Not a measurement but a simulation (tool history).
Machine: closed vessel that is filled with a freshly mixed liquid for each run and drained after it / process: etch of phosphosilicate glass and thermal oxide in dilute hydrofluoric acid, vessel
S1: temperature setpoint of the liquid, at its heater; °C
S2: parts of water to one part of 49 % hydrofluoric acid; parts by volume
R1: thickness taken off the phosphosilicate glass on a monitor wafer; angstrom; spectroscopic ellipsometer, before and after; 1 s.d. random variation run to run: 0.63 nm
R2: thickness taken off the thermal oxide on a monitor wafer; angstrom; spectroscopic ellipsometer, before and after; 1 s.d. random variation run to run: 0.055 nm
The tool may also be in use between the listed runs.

Run 1, day 0: S1 20 °C, S2 95 parts by volume, time in the liquid (s) 60. Result: R1 338.46 angstrom, R2 27.003 angstrom.
Run 2, day 0.254: S1 22.5 °C, S2 85 parts by volume, time in the liquid (s) 60. Result: R1 421.5 angstrom, R2 34.251 angstrom.
Run 3, day 0.342: S1 24 °C, S2 80 parts by volume, time in the liquid (s) 60. Result: R1 476.88 angstrom, R2 38.194 angstrom.
Run 4, day 0.554: S1 25.5 °C, S2 75 parts by volume, time in the liquid (s) 60. Result: R1 542.89 angstrom, R2 45.366 angstrom.
Run 5, day 0.696: S1 25.5 °C, S2 75 parts by volume, time in the liquid (s) 50. Result: R1 464.42 angstrom, R2 36.624 angstrom.
Run 6, day 0.879: S1 25.5 °C, S2 95 parts by volume, time in the liquid (s) 50. Result: R1 352.67 angstrom, R2 27.981 angstrom.
Run 7, day 1.254: S1 26.5 °C, S2 80 parts by volume, time in the liquid (s) 50. Result: R1 437.47 angstrom, R2 35.867 angstrom.
Run 8, day 1.471: S1 26.5 °C, S2 70 parts by volume, time in the liquid (s) 50. Result: R1 509.46 angstrom, R2 41.956 angstrom.

Forecast run 9:
Run 9, day 1.625: S1 26.5 °C, S2 70 parts by volume, time in the liquid (s) 50. Result: R1 ?, R2 ?.

R1: 512.78 angstrom
R2: 40.65 angstrom

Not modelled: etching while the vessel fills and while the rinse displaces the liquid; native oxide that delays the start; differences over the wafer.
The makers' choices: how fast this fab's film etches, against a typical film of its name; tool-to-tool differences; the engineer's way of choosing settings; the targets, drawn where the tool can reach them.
